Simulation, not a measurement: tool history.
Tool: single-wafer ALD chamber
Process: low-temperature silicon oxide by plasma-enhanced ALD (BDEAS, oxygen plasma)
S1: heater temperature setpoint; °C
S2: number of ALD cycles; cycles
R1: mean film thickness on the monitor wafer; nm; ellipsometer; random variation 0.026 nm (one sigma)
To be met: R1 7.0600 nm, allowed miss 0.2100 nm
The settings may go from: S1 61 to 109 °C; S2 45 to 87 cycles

{"run": 1, "hour": 0.0, "S1": 85, "S2": 66, "R1": 9.5845}
{"run": 2, "hour": 3.7, "S1": 88, "S2": 60, "R1": 8.6245}
{"run": 3, "hour": 7.0, "S1": 91, "S2": 56, "R1": 8.0047}
{"run": 4, "hour": 9.6, "S1": 91, "S2": 65, "R1": 9.2705}
{"run": 5, "hour": 15.3, "S1": 91, "S2": 73, "R1": 10.441}
{"run": 6, "hour": 16.4, "S1": 91, "S2": 76, "R1": 10.791}
{"run": 7, "hour": 17.6, "S1": 95, "S2": 67, "R1": 9.4153}
{"run": 8, "hour": 20.5, "S1": 104, "S2": 56, "R1": 7.7077}
{"run": 9, "hour": 26.2, "S1": 105, "S2": 54, "R1": 7.4225}

5 next moves are on the table. One of them brings every result within its allowed miss. Which?
{"run": "A", "hour": 31.9, "S1": 108, "S2": 55, "R1": "?"}
{"run": "B", "hour": 31.9, "S1": 101, "S2": 51, "R1": "?"}
{"run": "C", "hour": 31.9, "S1": 106, "S2": 59, "R1": "?"}
{"run": "D", "hour": 31.9, "S1": 98, "S2": 55, "R1": "?"}
{"run": "E", "hour": 31.9, "S1": 102, "S2": 58, "R1": "?"}

move=A R1=7.5118
move=B R1=7.0554
move=C R1=8.0840
move=D R1=7.6810
move=E R1=7.9984
A: further off than the last run
B: meets every target
C: further off than the last run
D: further off than the last run
E: further off than the last run
Answer: B
